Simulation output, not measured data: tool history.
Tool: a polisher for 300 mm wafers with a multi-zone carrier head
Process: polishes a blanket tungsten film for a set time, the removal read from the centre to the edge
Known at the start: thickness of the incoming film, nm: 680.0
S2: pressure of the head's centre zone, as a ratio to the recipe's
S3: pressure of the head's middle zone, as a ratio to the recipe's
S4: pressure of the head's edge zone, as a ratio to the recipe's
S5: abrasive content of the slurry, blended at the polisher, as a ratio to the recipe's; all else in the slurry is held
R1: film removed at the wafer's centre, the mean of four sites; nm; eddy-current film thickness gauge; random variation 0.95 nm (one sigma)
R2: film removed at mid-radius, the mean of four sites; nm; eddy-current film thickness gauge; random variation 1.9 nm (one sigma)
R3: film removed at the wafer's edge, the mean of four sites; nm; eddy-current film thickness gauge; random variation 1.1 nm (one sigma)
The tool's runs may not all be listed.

Run 1, hour 0: flow of slurry (ml/min) 200, S2 1, S3 1, S4 1, S5 1, polishing time (s) 60. Result: R1 219.38 nm, R2 228.97 nm, R3 225.92 nm.
Run 2, hour 0.6: flow of slurry (ml/min) 200, S2 1, S3 1, S4 1, S5 1, polishing time (s) 74. Result: R1 274.27 nm, R2 284.03 nm, R3 273.87 nm.
Run 3, hour 5.2: flow of slurry (ml/min) 195, S2 1.01, S3 1, S4 0.96, S5 0.9, polishing time (s) 66. Result: R1 238.57 nm, R2 246.63 nm, R3 233.29 nm.
Run 4, hour 9.8: flow of slurry (ml/min) 195, S2 1.01, S3 0.95, S4 0.96, S5 0.9, polishing time (s) 66. Result: R1 233.59 nm, R2 235.9 nm, R3 233.78 nm.
Run 5, hour 14.9: flow of slurry (ml/min) 195, S2 1.01, S3 0.89, S4 0.96, S5 0.9, polishing time (s) 66. Result: R1 237.77 nm, R2 219.69 nm, R3 233.96 nm.
Run 6, hour 20.4: flow of slurry (ml/min) 160, S2 1.01, S3 0.89, S4 0.96, S5 0.9, polishing time (s) 66. Result: R1 227.67 nm, R2 215.26 nm, R3 226.96 nm.
Run 7, hour 27.2: flow of slurry (ml/min) 155, S2 1.02, S3 0.9, S4 0.93, S5 0.8, polishing time (s) 61. Result: R1 199.1 nm, R2 187.43 nm, R3 199.03 nm.
Run 8, hour 33.2: flow of slurry (ml/min) 155, S2 1.03, S3 0.93, S4 0.9, S5 0.75, polishing time (s) 58. Result: R1 189.26 nm, R2 181.57 nm, R3 182.87 nm.
Run 9, hour 42: flow of slurry (ml/min) 155, S2 1.03, S3 0.94, S4 0.88, S5 0.7, polishing time (s) 56. Result: R1 178.97 nm, R2 168.16 nm, R3 168.11 nm.

Forecast run 10:
Run 10, hour 45.2: flow of slurry (ml/min) 150, S2 0.95, S3 1.03, S4 0.81, S5 0.5, polishing time (s) 52. Result: R1 ?, R2 ?, R3 ?.

R1: 127.17 nm
R2: 144.72 nm
R3: 128.85 nm
